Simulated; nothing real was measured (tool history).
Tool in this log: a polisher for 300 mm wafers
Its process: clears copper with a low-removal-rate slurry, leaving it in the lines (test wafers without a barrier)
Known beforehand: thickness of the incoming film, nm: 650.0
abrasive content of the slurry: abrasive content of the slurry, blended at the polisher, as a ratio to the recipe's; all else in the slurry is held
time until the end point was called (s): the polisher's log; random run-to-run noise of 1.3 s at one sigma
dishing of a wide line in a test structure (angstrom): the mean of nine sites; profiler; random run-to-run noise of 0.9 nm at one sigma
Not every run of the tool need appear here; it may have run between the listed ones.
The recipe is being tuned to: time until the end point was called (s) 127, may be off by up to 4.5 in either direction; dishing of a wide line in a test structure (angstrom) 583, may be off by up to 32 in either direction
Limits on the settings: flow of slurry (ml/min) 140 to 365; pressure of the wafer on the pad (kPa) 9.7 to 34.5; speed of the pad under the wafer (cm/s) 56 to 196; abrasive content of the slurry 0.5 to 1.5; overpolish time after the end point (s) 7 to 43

run    day  flow of slurry (ml/min)  pressure of the wafer on the pad (kPa)  speed of the pad under the wafer (cm/s)  abrasive content of the slurry  overpolish time after the end point (s)  time until the end point was called (s)  dishing of a wide line in a test structure (angstrom)
  1      0                      235                                    22.1                                      126                               1                                       22                                   166.02                                                 463.63
  2  0.075                      235                                    22.1                                      126                             0.8                                       22                                   176.57                                                 461.61
  3  0.329                      190                                    22.1                                      126                             0.8                                       22                                   177.62                                                 451.66
  4  0.646                      190                                    22.1                                      142                             0.8                                       22                                   160.53                                                 484.53
  5  0.833                      190                                    23.4                                      142                             0.8                                       22                                   149.75                                                 505.88
  6  1.104                      190                                    23.4                                      142                            0.95                                       22                                   147.32                                                 513.48
  7  1.246                      195                                    24.1                                      142                            0.95                                       22                                    144.1                                                 522.09
  8  1.375                      200                                    24.8                                      142                            0.95                                       22                                   137.47                                                 523.84
  9  1.608                      205                                    25.5                                      142                            0.95                                       23                                   134.61                                                    561

Exactly one of the 4 candidate moves below puts every result within its allowed miss. Which one?
  A  1.842                      195                                    26.9                                      154                            0.95                                       27                                        ?                                                      ?
  B  1.842                      175                                    32.4                                      104                             1.3                                       21                                        ?                                                      ?
  C  1.842                      165                                    33.1                                      118                            1.05                                       22                                        ?                                                      ?
  D  1.842                      205                                    20.7                                      168                            0.95                                       20                                        ?                                                      ?

move  time until the end point was called (s)  dishing of a wide line in a test structure (angstrom)
   A                                   119.94                                                 656.49
   B                                   142.65                                                 520.21
   C                                   128.72                                                  571.7
   D                                   141.14                                                 495.29
A: takes the biggest miss from the last run beyond its target
B: the biggest miss grows against the last run
C: meets every target
D: the biggest miss grows against the last run
C is the move that brings every result within its allowed miss.
